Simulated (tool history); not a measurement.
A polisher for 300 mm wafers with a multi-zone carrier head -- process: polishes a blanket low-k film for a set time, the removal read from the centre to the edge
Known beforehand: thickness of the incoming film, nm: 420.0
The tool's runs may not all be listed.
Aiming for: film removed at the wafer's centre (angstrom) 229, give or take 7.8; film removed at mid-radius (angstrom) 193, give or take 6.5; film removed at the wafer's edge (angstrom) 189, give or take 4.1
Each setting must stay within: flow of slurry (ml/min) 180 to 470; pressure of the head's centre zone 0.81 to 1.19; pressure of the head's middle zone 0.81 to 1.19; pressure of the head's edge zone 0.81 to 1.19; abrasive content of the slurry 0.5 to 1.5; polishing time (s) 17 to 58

run,hour,flow of slurry (ml/min),pressure of the head's centre zone,pressure of the head's middle zone,pressure of the head's edge zone,abrasive content of the slurry,polishing time (s),film removed at the wafer's centre (angstrom),film removed at mid-radius (angstrom),film removed at the wafer's edge (angstrom)
1,0,300,1,1,1,1,37,184.41,186.4,183.22
2,6,310,1.02,1,1,1,37,191.61,183.62,183.29
3,9.1,310,1.09,1,1,1,37,207.29,185.36,180.48
4,11,310,1.09,1,1,0.85,37,191.51,172.38,168.69
5,12.1,315,1.1,1.01,1.02,0.85,37,193.79,174.24,171.11
6,16.4,320,1.11,1.02,1.03,0.85,37,192.74,172.52,175.27
7,21.7,325,1.12,1.03,1.03,0.85,37,194.53,179.06,173.8
8,23.6,330,1.13,1.03,1.03,0.85,37,197.27,177.59,173.61

Pick the move, out of 4, that brings all results within their allowed miss; only one does.
A,25.5,325,1.18,1.01,1.01,0.8,42,?,?,?
B,25.5,350,1,0.99,1.15,0.85,39,?,?,?
C,25.5,350,1.02,0.92,1.14,0.7,40,?,?,?
D,25.5,235,1.06,1.04,0.95,1.15,38,?,?,?

move,film removed at the wafer's centre (angstrom),film removed at mid-radius (angstrom),film removed at the wafer's edge (angstrom)
A,230.86,195.71,191.04
B,187.87,185.64,195.62
C,179.71,165.77,182.81
D,209.62,202.92,190.12
A: every result lands within tolerance
B: further off than the last run
C: further off than the last run
D: better than the last run, though not everything is in spec
Go with A: it meets all targets.

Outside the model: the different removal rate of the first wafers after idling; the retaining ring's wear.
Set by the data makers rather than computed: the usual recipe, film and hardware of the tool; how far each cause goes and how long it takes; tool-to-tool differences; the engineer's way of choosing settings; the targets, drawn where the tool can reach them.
